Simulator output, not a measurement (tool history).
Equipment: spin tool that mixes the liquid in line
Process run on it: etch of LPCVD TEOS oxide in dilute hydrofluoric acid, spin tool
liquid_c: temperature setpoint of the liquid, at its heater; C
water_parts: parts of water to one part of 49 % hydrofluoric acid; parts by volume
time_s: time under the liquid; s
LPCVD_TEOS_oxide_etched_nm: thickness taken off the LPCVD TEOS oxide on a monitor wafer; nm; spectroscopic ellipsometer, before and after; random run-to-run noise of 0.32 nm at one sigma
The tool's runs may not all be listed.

{"run": 1, "hour": 0.0, "liquid_c": 26, "water_parts": 175, "time_s": 280, "LPCVD_TEOS_oxide_etched_nm": 56.944}
{"run": 2, "hour": 5.9, "liquid_c": 24.5, "water_parts": 180, "time_s": 280, "LPCVD_TEOS_oxide_etched_nm": 52.758}
{"run": 3, "hour": 12.4, "liquid_c": 24.5, "water_parts": 180, "time_s": 280, "LPCVD_TEOS_oxide_etched_nm": 52.285}
{"run": 4, "hour": 18.4, "liquid_c": 23.5, "water_parts": 185, "time_s": 280, "LPCVD_TEOS_oxide_etched_nm": 47.798}
{"run": 5, "hour": 22.7, "liquid_c": 22.5, "water_parts": 185, "time_s": 280, "LPCVD_TEOS_oxide_etched_nm": 46.974}
{"run": 6, "hour": 28.4, "liquid_c": 21.5, "water_parts": 190, "time_s": 280, "LPCVD_TEOS_oxide_etched_nm": 43.804}
{"run": 7, "hour": 33.3, "liquid_c": 21, "water_parts": 190, "time_s": 280, "LPCVD_TEOS_oxide_etched_nm": 43.873}
{"run": 8, "hour": 40.7, "liquid_c": 20.5, "water_parts": 195, "time_s": 280, "LPCVD_TEOS_oxide_etched_nm": 41.234}

Forecast run 9:
{"run": 9, "hour": 45.9, "liquid_c": 20, "water_parts": 195, "time_s": 280, "LPCVD_TEOS_oxide_etched_nm": "?"}

{"run 9": {"LPCVD_TEOS_oxide_etched_nm": 39.643}}
